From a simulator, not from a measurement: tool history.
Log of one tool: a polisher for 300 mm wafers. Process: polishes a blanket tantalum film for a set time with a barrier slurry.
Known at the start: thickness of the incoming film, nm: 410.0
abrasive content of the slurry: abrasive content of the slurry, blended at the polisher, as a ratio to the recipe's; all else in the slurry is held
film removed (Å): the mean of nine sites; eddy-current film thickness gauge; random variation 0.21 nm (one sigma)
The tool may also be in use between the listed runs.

run,hour,flow of slurry (ml/min),pressure of the wafer on the pad (psi),speed of the pad under the wafer (cm/s),abrasive content of the slurry,polishing time (s),film removed (Å)
1,0.0,200,1.9,90,1.0,34,455.04
2,8.5,200,1.9,90,1.0,34,455.79
3,17.3,195,1.6,90,1.0,34,386.71
4,19.0,195,1.6,104,1.0,34,440.92
5,25.9,195,1.6,118,1.0,34,497.38
6,31.3,195,1.9,118,1.0,34,575.58
7,34.0,185,1.6,108,1.0,34,453.60

Forecast run 8:
8,40.1,185,1.4,102,1.0,34,?

{"run 8": {"film removed (Å)": 384.52}}
